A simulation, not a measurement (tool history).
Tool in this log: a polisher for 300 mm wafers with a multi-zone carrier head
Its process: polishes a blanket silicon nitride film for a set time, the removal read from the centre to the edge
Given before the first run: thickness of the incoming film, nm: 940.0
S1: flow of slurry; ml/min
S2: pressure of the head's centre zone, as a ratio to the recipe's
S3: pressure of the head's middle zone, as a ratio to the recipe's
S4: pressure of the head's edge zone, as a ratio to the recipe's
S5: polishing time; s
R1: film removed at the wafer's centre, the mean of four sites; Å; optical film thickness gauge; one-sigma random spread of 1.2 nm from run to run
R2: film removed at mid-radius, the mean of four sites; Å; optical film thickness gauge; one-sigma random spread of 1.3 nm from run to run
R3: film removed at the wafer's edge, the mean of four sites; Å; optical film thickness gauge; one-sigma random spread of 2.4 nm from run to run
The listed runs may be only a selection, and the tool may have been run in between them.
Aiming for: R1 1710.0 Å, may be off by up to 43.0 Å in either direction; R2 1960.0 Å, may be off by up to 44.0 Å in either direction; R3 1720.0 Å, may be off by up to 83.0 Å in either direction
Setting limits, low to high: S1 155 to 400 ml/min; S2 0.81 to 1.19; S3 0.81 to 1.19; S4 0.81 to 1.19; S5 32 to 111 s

run  hour   S1    S2    S3    S4  S5      R1      R2      R3
  1   0.0  255  1.00  1.00  1.00  71  1838.7  1830.0  1824.9
  2   6.9  255  1.03  1.00  1.00  71  1838.0  1852.1  1803.3
  3   8.3  250  1.01  1.03  0.99  70  1782.7  1857.5  1804.0
  4  14.4  255  1.01  1.05  0.96  70  1774.2  1873.7  1779.6
  5  17.8  260  1.01  1.07  0.93  70  1796.5  1930.7  1732.0
     23.9  -- worn pad replaced by a new one
  6  23.9  215  1.01  1.07  0.93  70  1961.4  2110.4  1879.9
  7  27.7  230  1.00  1.08  0.93  70  1959.6  2138.6  1934.1
  8  29.7  245  0.99  1.09  0.91  69  1957.3  2183.5  1881.6
  9  35.4  175  0.92  1.03  0.84  66  1640.0  1874.3  1670.6
 10  38.4  230  0.93  1.05  0.86  66  1770.8  1970.0  1755.1

Exactly one of the 5 candidate moves below puts every result within its allowed miss. Which one?
  A  41.4  225  0.88  1.13  0.88  64   ?   ?   ?
  B  41.4  230  0.81  0.93  0.87  72   ?   ?   ?
  C  41.4  220  0.94  1.19  0.91  64   ?   ?   ?
  D  41.4  170  0.93  1.12  0.86  68   ?   ?   ?
  E  41.4  255  0.96  1.11  0.94  62   ?   ?   ?

move      R1      R2      R3
   A  1659.0  2015.1  1703.4
   B  1768.5  1928.3  1915.8
   C  1730.8  2099.9  1724.2
   D  1740.3  2029.9  1732.2
   E  1737.5  1953.0  1722.4
A: moves the result that the last run missed by most past its target, out the other side
B: the biggest miss grows against the last run
C: gets the furthest-off result to its target, but another result is out of tolerance
D: gets the furthest-off result to its target, but another result is out of tolerance
E: every result lands within tolerance
Go with E: it meets all targets.
